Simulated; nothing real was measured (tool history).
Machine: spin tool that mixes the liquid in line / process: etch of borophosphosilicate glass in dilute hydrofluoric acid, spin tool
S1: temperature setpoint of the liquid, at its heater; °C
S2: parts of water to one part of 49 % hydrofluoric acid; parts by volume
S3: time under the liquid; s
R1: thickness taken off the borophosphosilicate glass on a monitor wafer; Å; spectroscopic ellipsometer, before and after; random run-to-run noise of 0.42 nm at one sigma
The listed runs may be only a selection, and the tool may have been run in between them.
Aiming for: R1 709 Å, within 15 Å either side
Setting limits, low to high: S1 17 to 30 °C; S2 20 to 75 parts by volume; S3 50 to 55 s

{"run": 1, "day": 0.0, "S1": 22, "S2": 45, "S3": 50, "R1": 576.23}
{"run": 2, "day": 0.254, "S1": 23.5, "S2": 45, "S3": 50, "R1": 615.16}
{"run": 3, "day": 0.504, "S1": 20, "S2": 45, "S3": 50, "R1": 530.86}
{"run": 4, "day": 0.85, "S1": 22, "S2": 45, "S3": 50, "R1": 574.26}
{"run": 5, "day": 1.042, "S1": 22, "S2": 45, "S3": 50, "R1": 581.21}
{"run": 6, "day": 1.329, "S1": 22, "S2": 45, "S3": 50, "R1": 582.62}
{"run": 7, "day": 1.467, "S1": 23.5, "S2": 45, "S3": 50, "R1": 610.61}
{"run": 8, "day": 1.538, "S1": 24.5, "S2": 45, "S3": 50, "R1": 643.36}
{"run": 9, "day": 1.733, "S1": 25, "S2": 45, "S3": 50, "R1": 651.87}
{"run": 10, "day": 2.038, "S1": 25.5, "S2": 45, "S3": 50, "R1": 670.3}

Exactly one of the 4 candidate moves below puts every result within its allowed miss. Which one?
{"run": "A", "day": 2.342, "S1": 25.5, "S2": 40, "S3": 50, "R1": "?"}
{"run": "B", "day": 2.342, "S1": 26, "S2": 45, "S3": 55, "R1": "?"}
{"run": "C", "day": 2.342, "S1": 24.5, "S2": 45, "S3": 55, "R1": "?"}
{"run": "D", "day": 2.342, "S1": 25, "S2": 40, "S3": 50, "R1": "?"}

move=A R1=753.97
move=B R1=747.18
move=C R1=702.7
move=D R1=738.63
A: pushes the last run's worst result past its target
B: pushes the last run's worst result past its target
C: every result within its allowed miss
D: pushes the last run's worst result past its target
Move C is the one to make.
